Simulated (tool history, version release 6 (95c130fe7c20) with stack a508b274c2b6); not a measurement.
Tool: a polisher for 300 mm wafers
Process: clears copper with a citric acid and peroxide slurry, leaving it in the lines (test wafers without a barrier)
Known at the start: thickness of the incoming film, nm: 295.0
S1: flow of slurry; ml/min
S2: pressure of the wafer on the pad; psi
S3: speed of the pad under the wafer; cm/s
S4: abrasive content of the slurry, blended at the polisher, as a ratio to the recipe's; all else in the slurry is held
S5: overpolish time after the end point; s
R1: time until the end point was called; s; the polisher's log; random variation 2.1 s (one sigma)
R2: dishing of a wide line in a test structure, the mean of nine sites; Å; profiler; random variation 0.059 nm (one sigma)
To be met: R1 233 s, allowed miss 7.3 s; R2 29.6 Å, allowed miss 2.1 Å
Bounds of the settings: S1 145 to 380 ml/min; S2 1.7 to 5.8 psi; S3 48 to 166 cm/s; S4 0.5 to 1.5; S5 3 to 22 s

{"run": 1, "hour": 0.0, "S1": 245, "S2": 3.7, "S3": 106, "S4": 1, "S5": 11, "R1": 117.83, "R2": 199.03}
{"run": 2, "hour": 4.3, "S1": 185, "S2": 3.7, "S3": 106, "S4": 1, "S5": 11, "R1": 122.21, "R2": 191.72}
{"run": 3, "hour": 8.1, "S1": 175, "S2": 3.3, "S3": 102, "S4": 1, "S5": 9, "R1": 142.11, "R2": 141.22}
{"run": 4, "hour": 14.0, "S1": 175, "S2": 3.3, "S3": 78, "S4": 1, "S5": 9, "R1": 182.72, "R2": 104.63}
{"run": 5, "hour": 19.7, "S1": 175, "S2": 3.3, "S3": 78, "S4": 0.8, "S5": 9, "R1": 191.57, "R2": 103.31}
{"run": 6, "hour": 24.4, "S1": 200, "S2": 3.1, "S3": 72, "S4": 0.95, "S5": 8, "R1": 205.76, "R2": 88.238}
{"run": 7, "hour": 29.4, "S1": 190, "S2": 3.1, "S3": 66, "S4": 1.05, "S5": 7, "R1": 224.86, "R2": 72.348}
{"run": 8, "hour": 32.4, "S1": 180, "S2": 3.2, "S3": 62, "S4": 1.15, "S5": 6, "R1": 229.15, "R2": 58.51}
{"run": 9, "hour": 39.4, "S1": 170, "S2": 3.3, "S3": 58, "S4": 1.25, "S5": 5, "R1": 231.86, "R2": 47.933}

4 next moves are on the table. One of them brings every result within its allowed miss. Which?
{"run": "A", "hour": 46.4, "S1": 145, "S2": 3.2, "S3": 58, "S4": 1.3, "S5": 8, "R1": "?", "R2": "?"}
{"run": "B", "hour": 46.4, "S1": 235, "S2": 3.1, "S3": 58, "S4": 1.45, "S5": 3, "R1": "?", "R2": "?"}
{"run": "C", "hour": 46.4, "S1": 170, "S2": 3.1, "S3": 70, "S4": 0.7, "S5": 9, "R1": "?", "R2": "?"}
{"run": "D", "hour": 46.4, "S1": 250, "S2": 3.3, "S3": 58, "S4": 1.25, "S5": 8, "R1": "?", "R2": "?"}

move=A R1=246.93 R2=72.212
move=B R1=232.83 R2=29.215
move=C R1=231.15 R2=86.24
move=D R1=225.06 R2=79.033
A: further off than the last run
B: meets every target
C: further off than the last run
D: further off than the last run
Answer: B
